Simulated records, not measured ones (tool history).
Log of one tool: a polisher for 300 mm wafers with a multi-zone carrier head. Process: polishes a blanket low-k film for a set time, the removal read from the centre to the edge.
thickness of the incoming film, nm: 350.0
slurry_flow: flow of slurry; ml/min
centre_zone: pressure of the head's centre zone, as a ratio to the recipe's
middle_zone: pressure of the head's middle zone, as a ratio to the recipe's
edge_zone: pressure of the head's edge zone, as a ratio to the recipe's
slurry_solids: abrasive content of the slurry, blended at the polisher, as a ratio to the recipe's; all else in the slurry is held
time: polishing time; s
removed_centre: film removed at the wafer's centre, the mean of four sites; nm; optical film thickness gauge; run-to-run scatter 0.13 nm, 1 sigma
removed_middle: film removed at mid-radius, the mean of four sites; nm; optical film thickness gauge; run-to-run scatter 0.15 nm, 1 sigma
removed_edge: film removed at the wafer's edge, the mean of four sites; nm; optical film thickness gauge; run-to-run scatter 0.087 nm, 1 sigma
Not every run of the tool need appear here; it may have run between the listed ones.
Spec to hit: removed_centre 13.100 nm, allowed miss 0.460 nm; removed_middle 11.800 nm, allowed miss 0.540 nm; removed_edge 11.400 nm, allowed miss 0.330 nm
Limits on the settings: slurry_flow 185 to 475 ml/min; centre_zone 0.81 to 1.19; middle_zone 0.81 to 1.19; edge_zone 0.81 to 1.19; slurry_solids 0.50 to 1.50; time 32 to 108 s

run,hour,slurry_flow,centre_zone,middle_zone,edge_zone,slurry_solids,time,removed_centre,removed_middle,removed_edge
1,0.0,305,1.00,1.00,1.00,1.00,70,17.257,18.447,17.492
2,4.6,310,1.03,0.97,0.96,0.85,67,15.309,15.054,15.051
3,10.9,280,1.03,0.97,0.96,0.85,67,15.428,14.849,15.046
4,18.3,280,1.03,0.97,1.03,0.85,67,15.189,15.233,15.499
5,26.4,280,1.03,0.97,0.97,0.85,67,14.969,15.174,15.239
6,27.1,320,1.05,0.99,0.94,0.75,65,14.213,13.824,13.418
7,35.5,325,1.06,0.99,0.92,0.70,65,13.686,13.482,12.791
8,38.8,330,1.08,0.98,0.90,0.65,65,13.182,12.419,12.084
9,42.8,335,1.09,0.98,0.88,0.65,65,13.300,12.365,11.791
10,48.0,335,1.09,0.97,0.87,0.65,65,13.291,12.212,11.867
11,54.3,335,1.09,0.97,0.86,0.65,65,13.551,12.462,11.901
12,57.5,315,1.08,0.93,0.82,0.60,65,12.435,11.214,10.819
13,59.2,375,1.09,0.95,0.85,0.60,65,12.526,11.391,11.245
14,62.7,375,1.13,0.98,0.85,0.65,65,13.902,12.490,11.893
15,70.3,375,1.12,0.97,0.84,0.65,65,13.842,12.427,11.875
16,72.7,370,1.11,0.96,0.83,0.65,65,13.575,12.392,11.832

Of the 5 settings listed for the next run, only one would bring every result within its allowed miss of target. Which one?
A,75.1,360,0.99,0.84,0.91,0.50,81,?,?,?
B,75.1,405,1.15,0.81,0.94,0.55,74,?,?,?
C,75.1,475,0.99,0.81,0.96,0.75,58,?,?,?
D,75.1,325,1.12,0.97,0.86,0.70,60,?,?,?
E,75.1,390,1.07,0.86,0.90,0.65,61,?,?,?

move,removed_centre,removed_middle,removed_edge
A,11.921,10.774,12.151
B,13.938,10.500,12.339
C,12.066,10.568,12.480
D,13.127,11.798,11.577
E,12.224,10.404,11.450
A: the biggest miss grows against the last run
B: the biggest miss grows against the last run
C: the biggest miss grows against the last run
D: every result lands within tolerance
E: the worst result of the last run now meets its target, but another is out of spec
D meets every target.

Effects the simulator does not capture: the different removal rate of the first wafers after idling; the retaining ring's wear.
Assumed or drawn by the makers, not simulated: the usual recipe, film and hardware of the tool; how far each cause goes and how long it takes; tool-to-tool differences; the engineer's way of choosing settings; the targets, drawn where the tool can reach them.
